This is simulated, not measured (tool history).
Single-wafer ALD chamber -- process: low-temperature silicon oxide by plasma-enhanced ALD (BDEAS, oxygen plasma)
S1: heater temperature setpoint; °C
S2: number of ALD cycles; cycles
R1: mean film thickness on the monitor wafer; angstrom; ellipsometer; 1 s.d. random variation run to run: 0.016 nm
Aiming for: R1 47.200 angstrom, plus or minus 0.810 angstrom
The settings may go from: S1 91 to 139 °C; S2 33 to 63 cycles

Run 1, hour 0.0: S1 115 °C, S2 48 cycles. Result: R1 63.779 angstrom.
Run 2, hour 4.4: S1 115 °C, S2 43 cycles. Result: R1 57.414 angstrom.
Run 3, hour 12.2: S1 117 °C, S2 40 cycles. Result: R1 53.234 angstrom.
Run 4, hour 15.1: S1 117 °C, S2 44 cycles. Result: R1 58.425 angstrom.
Run 5, hour 18.9: S1 117 °C, S2 50 cycles. Result: R1 66.160 angstrom.
Run 6, hour 24.1: S1 120 °C, S2 45 cycles. Result: R1 59.457 angstrom.
Run 7, hour 26.6: S1 120 °C, S2 41 cycles. Result: R1 54.314 angstrom.
Run 8, hour 29.5: S1 121 °C, S2 39 cycles. Result: R1 51.463 angstrom.
Run 9, hour 36.8: S1 124 °C, S2 38 cycles. Result: R1 49.972 angstrom.
Run 10, hour 37.5: S1 126 °C, S2 37 cycles. Result: R1 48.444 angstrom.
Run 11, hour 43.0: S1 128 °C, S2 37 cycles. Result: R1 48.017 angstrom.
Run 12, hour 51.0: S1 129 °C, S2 37 cycles. Result: R1 47.888 angstrom.

Pick the move, out of 4, that brings all results within their allowed miss; only one does.
Run A, hour 59.0: S1 121 °C, S2 37 cycles. Result: R1 ?.
Run B, hour 59.0: S1 131 °C, S2 38 cycles. Result: R1 ?.
Run C, hour 59.0: S1 125 °C, S2 36 cycles. Result: R1 ?.
Run D, hour 59.0: S1 133 °C, S2 39 cycles. Result: R1 ?.

move      R1
   A  48.949
   B  49.273
   C  47.247
   D  50.365
A: the biggest miss grows against the last run
B: the biggest miss grows against the last run
C: every result lands within tolerance
D: the biggest miss grows against the last run
Move C is the one to make.

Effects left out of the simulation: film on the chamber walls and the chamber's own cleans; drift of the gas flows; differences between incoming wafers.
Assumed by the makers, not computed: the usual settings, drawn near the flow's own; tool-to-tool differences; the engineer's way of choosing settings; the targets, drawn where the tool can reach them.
